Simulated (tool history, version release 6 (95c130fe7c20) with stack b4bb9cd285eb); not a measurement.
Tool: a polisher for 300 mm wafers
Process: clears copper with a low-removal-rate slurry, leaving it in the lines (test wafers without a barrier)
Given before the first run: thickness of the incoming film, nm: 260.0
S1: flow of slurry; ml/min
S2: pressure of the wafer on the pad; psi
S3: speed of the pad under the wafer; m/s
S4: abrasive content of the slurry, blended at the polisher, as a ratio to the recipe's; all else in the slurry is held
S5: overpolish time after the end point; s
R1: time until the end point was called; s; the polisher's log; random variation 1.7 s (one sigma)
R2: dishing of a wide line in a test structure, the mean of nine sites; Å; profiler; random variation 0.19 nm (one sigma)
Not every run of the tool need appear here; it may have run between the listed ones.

| run | hour | S1 | S2 | S3 | S4 | S5 | R1 | R2 |
|---|---|---|---|---|---|---|---|---|
| 1 | 0.0 | 205 | 2.2 | 0.96 | 1.00 | 12 | 106.420 | 198.150 |
| 2 | 0.9 | 160 | 2.2 | 0.96 | 1.00 | 12 | 108.950 | 192.900 |
| 3 | 5.8 | 160 | 2.7 | 0.96 | 1.00 | 12 | 93.520 | 214.560 |
| 4 | 8.1 | 160 | 2.7 | 1.16 | 1.00 | 12 | 77.838 | 278.750 |
| 5 | 11.6 | 160 | 2.8 | 1.08 | 1.05 | 11 | 79.001 | 251.410 |
| 6 | 15.8 | 170 | 2.9 | 1.02 | 1.00 | 10 | 79.889 | 221.460 |

What does the tool deliver on the next run?
| 7 | 19.7 | 225 | 3.2 | 0.74 | 0.75 | 4 | ? | ? |

R1: 102.710 s
R2: 75.088 Å
